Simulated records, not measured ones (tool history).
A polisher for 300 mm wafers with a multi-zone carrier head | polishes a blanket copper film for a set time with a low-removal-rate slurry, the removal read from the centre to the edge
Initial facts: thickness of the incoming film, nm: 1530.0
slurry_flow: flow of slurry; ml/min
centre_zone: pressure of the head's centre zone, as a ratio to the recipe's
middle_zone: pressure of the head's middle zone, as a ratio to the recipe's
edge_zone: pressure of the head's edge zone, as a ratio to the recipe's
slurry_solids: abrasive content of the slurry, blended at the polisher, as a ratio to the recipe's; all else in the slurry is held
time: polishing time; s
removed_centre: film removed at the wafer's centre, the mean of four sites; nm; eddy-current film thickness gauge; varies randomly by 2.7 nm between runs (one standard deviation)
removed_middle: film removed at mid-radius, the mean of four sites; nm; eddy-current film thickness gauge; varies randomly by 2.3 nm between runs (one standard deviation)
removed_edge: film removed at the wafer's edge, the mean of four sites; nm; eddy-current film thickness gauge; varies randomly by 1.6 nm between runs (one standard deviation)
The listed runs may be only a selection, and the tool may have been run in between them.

{"run": 1, "day": 0.0, "slurry_flow": 210, "centre_zone": 1.0, "middle_zone": 1.0, "edge_zone": 1.0, "slurry_solids": 1.0, "time": 70, "removed_centre": 175.33, "removed_middle": 183.75, "removed_edge": 175.82}
{"run": 2, "day": 0.258, "slurry_flow": 190, "centre_zone": 1.0, "middle_zone": 1.0, "edge_zone": 1.0, "slurry_solids": 1.0, "time": 70, "removed_centre": 173.45, "removed_middle": 181.14, "removed_edge": 174.86}
{"run": 3, "day": 0.617, "slurry_flow": 200, "centre_zone": 1.02, "middle_zone": 1.04, "edge_zone": 1.04, "slurry_solids": 1.1, "time": 71, "removed_centre": 188.32, "removed_middle": 196.1, "removed_edge": 185.56}
{"run": 4, "day": 0.908, "slurry_flow": 200, "centre_zone": 1.02, "middle_zone": 1.04, "edge_zone": 1.09, "slurry_solids": 1.1, "time": 71, "removed_centre": 185.25, "removed_middle": 193.95, "removed_edge": 190.57}
{"day": 0.958, "done": "edge zone pressure recalibrated"}
{"run": 5, "day": 0.958, "slurry_flow": 200, "centre_zone": 0.93, "middle_zone": 1.04, "edge_zone": 1.09, "slurry_solids": 1.1, "time": 71, "removed_centre": 172.07, "removed_middle": 198.62, "removed_edge": 199.1}
{"run": 6, "day": 1.004, "slurry_flow": 200, "centre_zone": 0.97, "middle_zone": 1.04, "edge_zone": 1.09, "slurry_solids": 1.1, "time": 71, "removed_centre": 176.7, "removed_middle": 194.28, "removed_edge": 196.73}

Run 7 is up next; what results do you expect?
{"run": 7, "day": 1.117, "slurry_flow": 215, "centre_zone": 1.0, "middle_zone": 1.07, "edge_zone": 1.1, "slurry_solids": 1.15, "time": 71, "removed_centre": "?", "removed_middle": "?", "removed_edge": "?"}

{"run 7": {"removed_centre": 186.85, "removed_middle": 206.73, "removed_edge": 204.48}}
